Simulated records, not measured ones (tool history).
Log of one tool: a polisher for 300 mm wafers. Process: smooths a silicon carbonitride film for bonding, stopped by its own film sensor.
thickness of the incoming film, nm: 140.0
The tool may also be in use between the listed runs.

run  hour  flow of slurry (ml/min)  pressure of the wafer on the pad (kPa)  speed of the pad under the wafer (cm/s)  abrasive content of the slurry  target thickness at which the film sensor stops the polish (nm)  time until the film sensor stopped the polish (s)
  1     0                      220                                    15.2                                      116                               1                                                              127                                             42.177
  2     4                      220                                    15.9                                      116                               1                                                              127                                             40.705
  3   8.3                      220                                    16.5                                      116                               1                                                              127                                             38.282
  4  16.9                      220                                    17.2                                      116                               1                                                              127                                             38.794
  5    25                      220                                    17.9                                      118                               1                                                              127                                             36.926
  6  26.2                      220                                    18.6                                      120                               1                                                              127                                               36.1
  7  30.3                      220                                    19.3                                      122                               1                                                              127                                             34.091

Forecast run 8:
  8  35.9                      220                                    19.3                                      122                               1                                                              127                                                  ?

Run 8 gave time until the film sensor stopped the polish (s) 34.092.
